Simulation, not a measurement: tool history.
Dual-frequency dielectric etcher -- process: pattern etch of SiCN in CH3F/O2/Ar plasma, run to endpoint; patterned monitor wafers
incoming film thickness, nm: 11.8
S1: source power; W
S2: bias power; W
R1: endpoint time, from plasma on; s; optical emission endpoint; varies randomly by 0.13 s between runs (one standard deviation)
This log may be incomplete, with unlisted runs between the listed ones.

run,hour,S1,S2,R1
1,0.0,450,82,30.899
2,6.6,450,87,29.923
3,7.9,490,87,28.625
4,14.0,460,86,29.726
5,17.8,460,80,30.641
6,23.9,520,80,28.694
7,31.4,520,80,28.893

The next listed run, before its measurement:
8,37.2,490,79,?

Run 8 came out at R1 29.880 s.

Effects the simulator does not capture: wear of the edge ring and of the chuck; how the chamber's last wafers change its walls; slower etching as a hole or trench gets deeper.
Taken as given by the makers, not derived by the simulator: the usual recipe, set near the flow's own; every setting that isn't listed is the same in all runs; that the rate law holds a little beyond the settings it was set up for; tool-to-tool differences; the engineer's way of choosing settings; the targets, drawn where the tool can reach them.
